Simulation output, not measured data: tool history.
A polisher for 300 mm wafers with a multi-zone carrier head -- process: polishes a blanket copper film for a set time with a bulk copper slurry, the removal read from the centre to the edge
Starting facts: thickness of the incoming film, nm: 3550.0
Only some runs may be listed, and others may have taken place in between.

| run | day | flow of slurry (ml/min) | pressure of the head's centre zone | pressure of the head's middle zone | pressure of the head's edge zone | abrasive content of the slurry | polishing time (s) | film removed at the wafer's centre (nm) | film removed at mid-radius (nm) | film removed at the wafer's edge (nm) |
|---|---|---|---|---|---|---|---|---|---|---|
| 1 | 0 | 300 | 1 | 1 | 1 | 1 | 75 | 550.28 | 543.27 | 527.66 |
| 2 | 0.05 | 330 | 1 | 1 | 1 | 1 | 75 | 546.53 | 558.41 | 525.63 |
| 3 | 0.412 | 320 | 0.99 | 0.97 | 0.99 | 0.95 | 73 | 523.89 | 521.59 | 502.17 |
| 4 | 0.479 | 320 | 0.9 | 0.97 | 0.99 | 0.95 | 73 | 494.54 | 514 | 504.64 |
| 5 | 0.692 | 310 | 0.9 | 0.95 | 0.99 | 0.9 | 71 | 467.13 | 494.28 | 474.85 |
| 6 | 1.008 | 300 | 0.92 | 0.93 | 1.02 | 0.9 | 68 | 454.7 | 459.47 | 463.2 |

Run 7 has not been measured yet. What should we expect?
| 7 | 1.112 | 300 | 0.92 | 0.93 | 1.02 | 0.9 | 68 | ? | ? | ? |

Run 7 measured film removed at the wafer's centre (nm) 456.92, film removed at mid-radius (nm) 453.88, film removed at the wafer's edge (nm) 465.82.
